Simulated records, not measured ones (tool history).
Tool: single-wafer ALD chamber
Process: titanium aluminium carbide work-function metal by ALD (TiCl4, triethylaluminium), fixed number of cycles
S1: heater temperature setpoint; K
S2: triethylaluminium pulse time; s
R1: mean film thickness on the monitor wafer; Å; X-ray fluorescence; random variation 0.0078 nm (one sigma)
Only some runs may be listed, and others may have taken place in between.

run	hour	S1	S2	R1
1	0	593.15	9.93	21.547
2	2.1	588.15	8.55	20.546
3	8.6	584.15	7.47	18.927
4	15	584.15	9.38	20.699
5	16.7	581.15	8.12	19.593
# hour 23.5: thermocouple changed; heater temperature recalibrated
6	23.5	571.15	8.12	18.536
7	32.4	571.15	7.14	17.618
8	39.1	569.15	3.96	6.4868
9	47.8	569.15	4.55	9.9331

What does the tool deliver on the next run?
10	48.3	569.15	4.86	?

Run 10 measured R1 11.458 Å.

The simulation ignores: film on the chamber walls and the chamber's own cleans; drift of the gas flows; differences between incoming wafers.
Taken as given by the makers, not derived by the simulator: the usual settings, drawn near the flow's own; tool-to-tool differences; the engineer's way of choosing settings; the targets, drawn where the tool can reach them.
